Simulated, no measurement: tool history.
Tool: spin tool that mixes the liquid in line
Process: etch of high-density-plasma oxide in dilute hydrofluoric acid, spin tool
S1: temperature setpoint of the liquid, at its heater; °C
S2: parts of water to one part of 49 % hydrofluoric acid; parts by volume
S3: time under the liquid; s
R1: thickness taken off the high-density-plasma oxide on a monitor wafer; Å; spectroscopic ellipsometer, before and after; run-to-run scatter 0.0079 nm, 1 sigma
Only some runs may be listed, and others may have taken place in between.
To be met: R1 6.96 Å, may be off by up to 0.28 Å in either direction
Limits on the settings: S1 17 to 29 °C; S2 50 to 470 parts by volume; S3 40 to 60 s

run,hour,S1,S2,S3,R1
1,0,21,260,60,12.122
2,2,20,290,60,10.175
3,9.6,19,310,60,9.0891
4,16.7,20.5,310,60,9.7394
5,19.9,20.5,310,60,9.4768
6,24.6,20.5,275,60,11.069
7,32.5,19.5,305,60,9.4753
8,36.7,19,325,60,8.6823
9,41.9,19,325,60,8.5566
10,48.3,18.5,335,60,8.0681

4 next moves are on the table. One of them brings every result within its allowed miss. Which?
A,54.7,18,300,60,?
B,54.7,18,265,40,?
C,54.7,19.5,285,60,?
D,54.7,20,320,60,?

move,R1
A,9.005
B,7.0056
C,10.155
D,8.9304
A: lands further from the targets than the last run did
B: meets every target
C: lands further from the targets than the last run did
D: lands further from the targets than the last run did
Answer: B
